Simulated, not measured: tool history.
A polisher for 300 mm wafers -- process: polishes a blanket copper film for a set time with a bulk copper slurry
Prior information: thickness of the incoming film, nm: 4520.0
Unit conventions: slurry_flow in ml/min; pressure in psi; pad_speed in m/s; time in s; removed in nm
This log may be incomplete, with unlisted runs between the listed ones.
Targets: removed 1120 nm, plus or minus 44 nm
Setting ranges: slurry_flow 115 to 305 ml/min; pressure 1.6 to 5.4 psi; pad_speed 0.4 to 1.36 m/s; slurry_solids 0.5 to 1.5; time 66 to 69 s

Run 1, day 0: slurry_flow 195 ml/min, pressure 3.5 psi, pad_speed 0.88 m/s, slurry_solids 1, time 66 s. Result: removed 747.84 nm.
Run 2, day 0.329: slurry_flow 195 ml/min, pressure 3.7 psi, pad_speed 0.88 m/s, slurry_solids 1, time 66 s. Result: removed 768.5 nm.
Run 3, day 0.546: slurry_flow 195 ml/min, pressure 2.9 psi, pad_speed 0.88 m/s, slurry_solids 1, time 66 s. Result: removed 621.58 nm.
Run 4, day 0.65: slurry_flow 195 ml/min, pressure 2.9 psi, pad_speed 0.7 m/s, slurry_solids 1, time 66 s. Result: removed 497.65 nm.
Run 5, day 0.8: slurry_flow 195 ml/min, pressure 2.9 psi, pad_speed 0.7 m/s, slurry_solids 1.1, time 66 s. Result: removed 498.66 nm.
Run 6, day 0.829: slurry_flow 195 ml/min, pressure 2.9 psi, pad_speed 0.7 m/s, slurry_solids 1.1, time 66 s. Result: removed 506.41 nm.
Run 7, day 1.146: slurry_flow 205 ml/min, pressure 3.9 psi, pad_speed 0.78 m/s, slurry_solids 1.1, time 66 s. Result: removed 749.37 nm.
Run 8, day 1.229: slurry_flow 205 ml/min, pressure 4.1 psi, pad_speed 0.78 m/s, slurry_solids 1.1, time 66 s. Result: removed 775.73 nm.
Run 9, day 1.388: slurry_flow 205 ml/min, pressure 4.3 psi, pad_speed 0.78 m/s, slurry_solids 1.1, time 66 s. Result: removed 813.91 nm.
Run 10, day 1.475: slurry_flow 205 ml/min, pressure 4.4 psi, pad_speed 0.78 m/s, slurry_solids 1.1, time 66 s. Result: removed 814.69 nm.
Run 11, day 1.604: slurry_flow 210 ml/min, pressure 4.5 psi, pad_speed 0.78 m/s, slurry_solids 1.1, time 66 s. Result: removed 875.28 nm.
Run 12, day 1.962: slurry_flow 215 ml/min, pressure 4.6 psi, pad_speed 0.78 m/s, slurry_solids 1.1, time 66 s. Result: removed 874.39 nm.
Run 13, day 2.108: slurry_flow 215 ml/min, pressure 4.7 psi, pad_speed 0.78 m/s, slurry_solids 1.1, time 66 s. Result: removed 896.76 nm.
Run 14, day 2.212: slurry_flow 215 ml/min, pressure 4.8 psi, pad_speed 0.78 m/s, slurry_solids 1.1, time 66 s. Result: removed 912.81 nm.
Run 15, day 2.275: slurry_flow 215 ml/min, pressure 4.9 psi, pad_speed 0.78 m/s, slurry_solids 1.1, time 66 s. Result: removed 934.45 nm.
Run 16, day 2.471: slurry_flow 215 ml/min, pressure 5 psi, pad_speed 0.78 m/s, slurry_solids 1.1, time 66 s. Result: removed 971.72 nm.
Run 17, day 2.796: slurry_flow 215 ml/min, pressure 5.2 psi, pad_speed 0.8 m/s, slurry_solids 1.1, time 66 s. Result: removed 1021.3 nm.
Run 18, day 2.833: slurry_flow 225 ml/min, pressure 5.3 psi, pad_speed 0.82 m/s, slurry_solids 1.1, time 66 s. Result: removed 1052.4 nm.

4 next moves are on the table. One of them brings every result within its allowed miss. Which?
Run A, day 2.871: slurry_flow 230 ml/min, pressure 5.4 psi, pad_speed 0.78 m/s, slurry_solids 1.2, time 69 s. Result: removed ?.
Run B, day 2.871: slurry_flow 210 ml/min, pressure 5.2 psi, pad_speed 0.78 m/s, slurry_solids 1.05, time 66 s. Result: removed ?.
Run C, day 2.871: slurry_flow 235 ml/min, pressure 5.3 psi, pad_speed 0.8 m/s, slurry_solids 1.15, time 66 s. Result: removed ?.
Run D, day 2.871: slurry_flow 200 ml/min, pressure 5 psi, pad_speed 0.8 m/s, slurry_solids 1.2, time 66 s. Result: removed ?.

move  removed
   A   1110.6
   B   986.72
   C   1061.3
   D   993.89
A: each result inside its tolerance
B: moves away from the targets compared with the last run
C: closes in on the targets versus the last run, not all within tolerance yet
D: moves away from the targets compared with the last run
So the answer is move A, the one that meets all the targets.

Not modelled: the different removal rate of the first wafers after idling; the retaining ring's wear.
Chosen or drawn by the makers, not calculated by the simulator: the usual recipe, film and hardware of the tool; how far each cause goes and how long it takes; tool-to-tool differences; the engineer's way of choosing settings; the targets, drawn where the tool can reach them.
